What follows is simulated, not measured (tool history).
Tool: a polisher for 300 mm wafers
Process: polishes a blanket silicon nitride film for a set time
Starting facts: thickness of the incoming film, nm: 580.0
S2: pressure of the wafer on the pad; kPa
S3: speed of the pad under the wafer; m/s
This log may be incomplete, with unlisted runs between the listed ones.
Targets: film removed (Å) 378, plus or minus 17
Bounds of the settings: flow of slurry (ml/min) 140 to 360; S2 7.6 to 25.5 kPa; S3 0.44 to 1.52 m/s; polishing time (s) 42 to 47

Run 1, day 0: flow of slurry (ml/min) 230, S2 16.5 kPa, S3 0.98 m/s, polishing time (s) 47. Result: film removed (Å) 573.51.
Run 2, day 0.296: flow of slurry (ml/min) 230, S2 15.2 kPa, S3 0.98 m/s, polishing time (s) 47. Result: film removed (Å) 528.37.
Run 3, day 0.458: flow of slurry (ml/min) 250, S2 15.2 kPa, S3 0.98 m/s, polishing time (s) 47. Result: film removed (Å) 541.89.
Run 4, day 0.829: flow of slurry (ml/min) 250, S2 15.2 kPa, S3 0.98 m/s, polishing time (s) 47. Result: film removed (Å) 539.19.
Run 5, day 0.892: flow of slurry (ml/min) 250, S2 18.6 kPa, S3 0.98 m/s, polishing time (s) 47. Result: film removed (Å) 648.6.
Run 6, day 1.1: flow of slurry (ml/min) 250, S2 20 kPa, S3 0.98 m/s, polishing time (s) 47. Result: film removed (Å) 696.94.
Run 7, day 1.283: flow of slurry (ml/min) 250, S2 17.9 kPa, S3 0.96 m/s, polishing time (s) 47. Result: film removed (Å) 609.23.
Run 8, day 1.504: flow of slurry (ml/min) 250, S2 16.5 kPa, S3 0.94 m/s, polishing time (s) 47. Result: film removed (Å) 555.68.
Run 9, day 1.612: flow of slurry (ml/min) 250, S2 15.2 kPa, S3 0.94 m/s, polishing time (s) 47. Result: film removed (Å) 517.29.
Run 10, day 1.683: flow of slurry (ml/min) 250, S2 13.8 kPa, S3 0.94 m/s, polishing time (s) 47. Result: film removed (Å) 464.73.
Run 11, day 1.725: flow of slurry (ml/min) 250, S2 13.1 kPa, S3 0.94 m/s, polishing time (s) 47. Result: film removed (Å) 445.93.
Run 12, day 1.925: flow of slurry (ml/min) 250, S2 12.4 kPa, S3 0.94 m/s, polishing time (s) 47. Result: film removed (Å) 423.32.
Run 13, day 2.225: flow of slurry (ml/min) 250, S2 11.7 kPa, S3 0.94 m/s, polishing time (s) 47. Result: film removed (Å) 391.6.

Pick the move, out of 4, that brings all results within their allowed miss; only one does.
Run A, day 2.525: flow of slurry (ml/min) 285, S2 11.7 kPa, S3 0.98 m/s, polishing time (s) 47. Result: film removed (Å) ?.
Run B, day 2.525: flow of slurry (ml/min) 240, S2 13.1 kPa, S3 0.82 m/s, polishing time (s) 45. Result: film removed (Å) ?.
Run C, day 2.525: flow of slurry (ml/min) 270, S2 12.4 kPa, S3 0.96 m/s, polishing time (s) 45. Result: film removed (Å) ?.
Run D, day 2.525: flow of slurry (ml/min) 240, S2 11.7 kPa, S3 1.08 m/s, polishing time (s) 43. Result: film removed (Å) ?.

move  film removed (Å)
   A            425.72
   B            386.16
   C            421.26
   D            413.36
A: the biggest miss grows against the last run
B: meets every target
C: the biggest miss grows against the last run
D: the biggest miss grows against the last run
B meets every target.

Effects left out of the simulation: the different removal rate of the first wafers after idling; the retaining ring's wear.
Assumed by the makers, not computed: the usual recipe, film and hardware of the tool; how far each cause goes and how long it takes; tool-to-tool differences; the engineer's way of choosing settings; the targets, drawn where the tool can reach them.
